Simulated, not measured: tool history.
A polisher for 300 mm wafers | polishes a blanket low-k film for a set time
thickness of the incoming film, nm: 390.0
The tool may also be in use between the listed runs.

run	hour	flow of slurry (ml/min)	pressure of the wafer on the pad (psi)	speed of the pad under the wafer (m/s)	abrasive content of the slurry	polishing time (s)	film removed (nm)
1	0	220	2.5	1.18	1	56	41.189
2	7.1	220	2.5	1.08	1	56	37.482
3	9.6	220	3	1.08	1	56	46.423
4	12.4	245	3	1.08	1	56	46.486
5	18.9	245	3	1.08	1	51	41.416
6	20.8	245	3	1.34	1	51	50.193
7	27.5	245	2.8	1.32	1	51	44.967
8	31	245	2.6	1.32	1	51	42.606
9	35.7	245	2.4	1.32	1	51	40.009
10	37.6	245	2.3	1.32	1	51	37.829
11	42.8	245	2.2	1.32	1	51	36.44

Run 12 comes next. What will it give?
12	49.2	245	2.1	1.32	1	51	?

film removed (nm): 33.845
